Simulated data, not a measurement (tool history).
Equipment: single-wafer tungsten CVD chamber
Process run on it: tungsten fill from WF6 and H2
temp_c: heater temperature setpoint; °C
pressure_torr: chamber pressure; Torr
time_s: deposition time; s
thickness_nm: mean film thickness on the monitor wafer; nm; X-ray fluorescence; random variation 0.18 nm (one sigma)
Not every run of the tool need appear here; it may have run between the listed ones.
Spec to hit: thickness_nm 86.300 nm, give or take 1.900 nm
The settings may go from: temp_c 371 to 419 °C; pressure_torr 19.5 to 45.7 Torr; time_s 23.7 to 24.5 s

run  hour  temp_c  pressure_torr  time_s  thickness_nm
  1   0.0     395           32.6    23.7        66.805
  2   4.9     395           32.6    24.5        69.000
  3   6.0     397           32.7    24.5        72.354
  4  13.6     397           32.7    23.7        69.956
  5  17.2     391           32.7    23.7        61.319
  6  20.5     382           32.7    23.7        50.106
  7  23.2     387           32.8    23.7        56.198
  8  23.7     391           32.9    23.7        61.360
  9  30.7     394           33.0    23.7        65.951

Pick the move, out of 5, that brings all results within their allowed miss; only one does.
  A  37.7     402           35.1    24.5             ?
  B  37.7     401           34.6    24.4             ?
  C  37.7     404           31.1    24.5             ?
  D  37.7     403           33.2    24.5             ?
  E  37.7     406           32.2    24.5             ?

move  thickness_nm
   A        82.518
   B        80.124
   C        82.328
   D        82.553
   E        86.727
A: closer than the last run, but not yet in spec
B: closer than the last run, but not yet in spec
C: closer than the last run, but not yet in spec
D: closer than the last run, but not yet in spec
E: meets every target
Move E is the one to make.

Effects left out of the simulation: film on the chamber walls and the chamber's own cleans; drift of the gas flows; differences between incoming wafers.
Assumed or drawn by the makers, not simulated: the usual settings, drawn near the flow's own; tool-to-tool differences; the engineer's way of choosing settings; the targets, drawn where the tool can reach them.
